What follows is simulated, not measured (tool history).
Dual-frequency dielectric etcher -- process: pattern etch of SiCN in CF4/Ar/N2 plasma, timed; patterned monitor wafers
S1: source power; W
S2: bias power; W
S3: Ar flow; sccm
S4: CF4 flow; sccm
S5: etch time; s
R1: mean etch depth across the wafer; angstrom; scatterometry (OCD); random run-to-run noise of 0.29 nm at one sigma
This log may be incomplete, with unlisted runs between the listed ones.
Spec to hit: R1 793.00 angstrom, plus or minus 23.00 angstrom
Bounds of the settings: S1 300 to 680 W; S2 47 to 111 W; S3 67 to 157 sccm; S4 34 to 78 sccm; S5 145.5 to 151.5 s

run 1 hour=0.0 | S1=490 S2=79 S3=112 S4=56 S5=145.5 | R1=1372.90
run 2 hour=6.8 | S1=430 S2=69 S3=119 S4=53 S5=145.5 | R1=1065.60
run 3 hour=10.7 | S1=390 S2=68 S3=119 S4=53 S5=145.5 | R1=962.75
run 4 hour=15.0 | S1=390 S2=68 S3=119 S4=53 S5=151.5 | R1=1001.70
run 5 hour=17.2 | S1=390 S2=68 S3=138 S4=53 S5=151.5 | R1=964.60
run 6 hour=25.2 | S1=390 S2=68 S3=138 S4=59 S5=151.5 | R1=982.86
run 7 hour=31.6 | S1=360 S2=68 S3=138 S4=59 S5=151.5 | R1=908.79
run 8 hour=35.2 | S1=340 S2=68 S3=138 S4=59 S5=151.5 | R1=849.63
run 9 hour=40.9 | S1=310 S2=67 S3=138 S4=59 S5=151.5 | R1=759.94
run 10 hour=48.4 | S1=330 S2=67 S3=138 S4=59 S5=151.5 | R1=819.32

Below are 5 possible settings for the next run. Only one of them brings all results inside the allowed miss of their targets. Which is it?
run A hour=55.9 | S1=380 S2=55 S3=136 S4=60 S5=151.5 | R1=?
run B hour=55.9 | S1=370 S2=51 S3=143 S4=71 S5=151.5 | R1=?
run C hour=55.9 | S1=360 S2=61 S3=133 S4=61 S5=151.5 | R1=?
run D hour=55.9 | S1=370 S2=59 S3=144 S4=67 S5=148.0 | R1=?
run E hour=55.9 | S1=320 S2=76 S3=144 S4=61 S5=151.5 | R1=?

move=A R1=835.87
move=B R1=785.67
move=C R1=857.44
move=D R1=841.98
move=E R1=857.99
A: misses by more than the last run did
B: all results in spec
C: misses by more than the last run did
D: misses by more than the last run did
E: misses by more than the last run did
The right move is B.
